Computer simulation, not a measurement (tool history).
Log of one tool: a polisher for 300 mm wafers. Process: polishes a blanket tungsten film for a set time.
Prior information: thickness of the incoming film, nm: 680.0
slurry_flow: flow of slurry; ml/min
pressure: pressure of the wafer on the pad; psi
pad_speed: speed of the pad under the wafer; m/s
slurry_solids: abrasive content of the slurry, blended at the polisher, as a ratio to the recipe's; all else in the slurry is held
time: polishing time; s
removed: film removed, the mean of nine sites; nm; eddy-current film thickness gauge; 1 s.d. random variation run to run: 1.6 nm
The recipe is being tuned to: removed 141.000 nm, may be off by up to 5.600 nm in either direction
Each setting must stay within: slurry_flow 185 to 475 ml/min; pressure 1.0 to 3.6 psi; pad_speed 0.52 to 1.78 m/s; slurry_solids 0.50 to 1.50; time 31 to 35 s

run 1 hour=0.0 | slurry_flow=305 pressure=2.3 pad_speed=1.14 slurry_solids=1.00 time=35 | removed=102.890
run 2 hour=7.2 | slurry_flow=305 pressure=2.4 pad_speed=1.14 slurry_solids=1.00 time=35 | removed=107.880
run 3 hour=13.6 | slurry_flow=305 pressure=2.4 pad_speed=1.14 slurry_solids=1.00 time=31 | removed=95.328
run 4 hour=15.2 | slurry_flow=305 pressure=2.4 pad_speed=1.14 slurry_solids=1.00 time=31 | removed=96.480
run 5 hour=18.0 | slurry_flow=305 pressure=2.5 pad_speed=1.14 slurry_solids=1.00 time=31 | removed=100.150
run 6 hour=22.8 | slurry_flow=270 pressure=2.5 pad_speed=1.14 slurry_solids=1.00 time=31 | removed=96.792
run 7 hour=28.4 | slurry_flow=285 pressure=2.6 pad_speed=1.14 slurry_solids=1.00 time=31 | removed=102.060
run 8 hour=34.3 | slurry_flow=295 pressure=2.7 pad_speed=1.14 slurry_solids=1.00 time=31 | removed=106.960
run 9 hour=34.9 | slurry_flow=305 pressure=2.8 pad_speed=1.14 slurry_solids=1.00 time=31 | removed=109.590
run 10 hour=35.8 | slurry_flow=305 pressure=2.9 pad_speed=1.14 slurry_solids=1.00 time=31 | removed=112.950
run 11 hour=38.4 | slurry_flow=305 pressure=3.0 pad_speed=1.14 slurry_solids=1.00 time=31 | removed=118.990
run 12 hour=40.3 | slurry_flow=310 pressure=3.1 pad_speed=1.14 slurry_solids=1.00 time=31 | removed=123.450
run 13 hour=45.9 | slurry_flow=315 pressure=3.1 pad_speed=1.14 slurry_solids=1.00 time=31 | removed=120.980
run 14 hour=48.8 | slurry_flow=315 pressure=3.2 pad_speed=1.14 slurry_solids=1.00 time=31 | removed=126.460
run 15 hour=52.2 | slurry_flow=320 pressure=3.4 pad_speed=1.14 slurry_solids=1.00 time=31 | removed=133.970

Which single option among these 4 for the next run brings every result within its allowed miss of target? Just one does.
run A hour=55.6 | slurry_flow=405 pressure=2.9 pad_speed=1.48 slurry_solids=1.15 time=31 | removed=?
run B hour=55.6 | slurry_flow=295 pressure=2.6 pad_speed=1.30 slurry_solids=1.30 time=35 | removed=?
run C hour=55.6 | slurry_flow=450 pressure=3.4 pad_speed=1.14 slurry_solids=1.00 time=35 | removed=?
run D hour=55.6 | slurry_flow=340 pressure=3.1 pad_speed=1.30 slurry_solids=0.95 time=35 | removed=?

move=A removed=155.070
move=B removed=139.790
move=C removed=153.890
move=D removed=154.530
A: carries the result that was furthest off beyond its target, to the other side
B: in spec on every target
C: carries the result that was furthest off beyond its target, to the other side
D: carries the result that was furthest off beyond its target, to the other side
Correct choice: B, which meets every target
